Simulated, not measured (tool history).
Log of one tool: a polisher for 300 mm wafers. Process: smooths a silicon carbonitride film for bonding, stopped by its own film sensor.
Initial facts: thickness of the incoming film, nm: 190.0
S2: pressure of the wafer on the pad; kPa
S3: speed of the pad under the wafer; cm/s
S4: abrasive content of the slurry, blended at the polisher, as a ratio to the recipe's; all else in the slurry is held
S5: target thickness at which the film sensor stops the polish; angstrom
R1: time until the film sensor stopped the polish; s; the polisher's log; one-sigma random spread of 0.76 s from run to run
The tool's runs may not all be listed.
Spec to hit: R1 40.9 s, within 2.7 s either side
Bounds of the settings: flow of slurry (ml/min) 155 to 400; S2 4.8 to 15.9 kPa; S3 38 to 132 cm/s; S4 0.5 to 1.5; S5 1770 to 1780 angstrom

Run 1, hour 0: flow of slurry (ml/min) 255, S2 10.3 kPa, S3 84 cm/s, S4 1, S5 1770 angstrom. Result: R1 68.027 s.
Run 2, hour 1.2: flow of slurry (ml/min) 255, S2 11.7 kPa, S3 86 cm/s, S4 1, S5 1770 angstrom. Result: R1 60.694 s.
Run 3, hour 9.4: flow of slurry (ml/min) 280, S2 11.7 kPa, S3 86 cm/s, S4 1, S5 1770 angstrom. Result: R1 59.043 s.
Run 4, hour 15.8: flow of slurry (ml/min) 280, S2 11.7 kPa, S3 78 cm/s, S4 1, S5 1770 angstrom. Result: R1 61.085 s.
Run 5, hour 18.5: flow of slurry (ml/min) 285, S2 12.4 kPa, S3 80 cm/s, S4 1, S5 1770 angstrom. Result: R1 57.893 s.
Run 6, hour 21.9: flow of slurry (ml/min) 285, S2 13.1 kPa, S3 82 cm/s, S4 1, S5 1770 angstrom. Result: R1 53.599 s.
Run 7, hour 27.1: flow of slurry (ml/min) 285, S2 13.1 kPa, S3 82 cm/s, S4 1, S5 1770 angstrom. Result: R1 53.015 s.
Run 8, hour 32.1: flow of slurry (ml/min) 285, S2 13.8 kPa, S3 84 cm/s, S4 1, S5 1770 angstrom. Result: R1 50.484 s.
Run 9, hour 35.8: flow of slurry (ml/min) 285, S2 14.5 kPa, S3 86 cm/s, S4 1, S5 1770 angstrom. Result: R1 48.174 s.
Run 10, hour 41.3: flow of slurry (ml/min) 290, S2 15.2 kPa, S3 88 cm/s, S4 1, S5 1770 angstrom. Result: R1 44.124 s.

4 candidate next runs follow, results not yet known. Just one meets every target within its allowed miss. Identify it.
Run A, hour 46.8: flow of slurry (ml/min) 255, S2 15.2 kPa, S3 86 cm/s, S4 0.85, S5 1780 angstrom. Result: R1 ?.
Run B, hour 46.8: flow of slurry (ml/min) 295, S2 15.2 kPa, S3 90 cm/s, S4 1.1, S5 1770 angstrom. Result: R1 ?.
Run C, hour 46.8: flow of slurry (ml/min) 245, S2 15.9 kPa, S3 60 cm/s, S4 1.25, S5 1780 angstrom. Result: R1 ?.
Run D, hour 46.8: flow of slurry (ml/min) 260, S2 15.9 kPa, S3 78 cm/s, S4 0.9, S5 1780 angstrom. Result: R1 ?.

move      R1
   A  47.064
   B  41.256
   C  46.106
   D  46.262
A: the biggest miss grows against the last run
B: hits every target within its allowed miss
C: the biggest miss grows against the last run
D: the biggest miss grows against the last run
The move that meets every target is B.

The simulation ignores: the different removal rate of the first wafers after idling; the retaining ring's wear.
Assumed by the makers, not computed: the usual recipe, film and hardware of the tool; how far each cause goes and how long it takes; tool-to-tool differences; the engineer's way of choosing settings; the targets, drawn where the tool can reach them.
